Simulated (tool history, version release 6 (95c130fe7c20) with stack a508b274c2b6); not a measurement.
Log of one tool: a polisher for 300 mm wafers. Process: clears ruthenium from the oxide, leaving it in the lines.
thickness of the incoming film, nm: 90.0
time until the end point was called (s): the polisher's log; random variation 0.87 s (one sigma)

run    day  flow of slurry (ml/min)  pressure of the wafer on the pad (psi)  speed of the pad under the wafer (m/s)  overpolish time after the end point (s)  time until the end point was called (s)
  1  0.000                      260                                     2.4                                    0.76                                       29                                   80.303
  2  0.321                      290                                     2.4                                    0.76                                       29                                   81.382
  3  0.488                      290                                     1.9                                    0.76                                       29                                  101.220
  4  0.575                      290                                     1.9                                    0.76                                       29                                  102.890
  5  0.654                      245                                     1.9                                    0.76                                       29                                  103.170
  6  0.888                      245                                     1.9                                    0.92                                       29                                   87.214
  7  1.158                      245                                     2.0                                    0.92                                       29                                   81.824
  8  1.300                      245                                     2.1                                    0.92                                       29                                   76.877

Forecast run 9:
  9  1.479                      245                                     2.2                                    0.92                                       29                                        ?

{"run 9": {"time until the end point was called (s)": 72.687}}
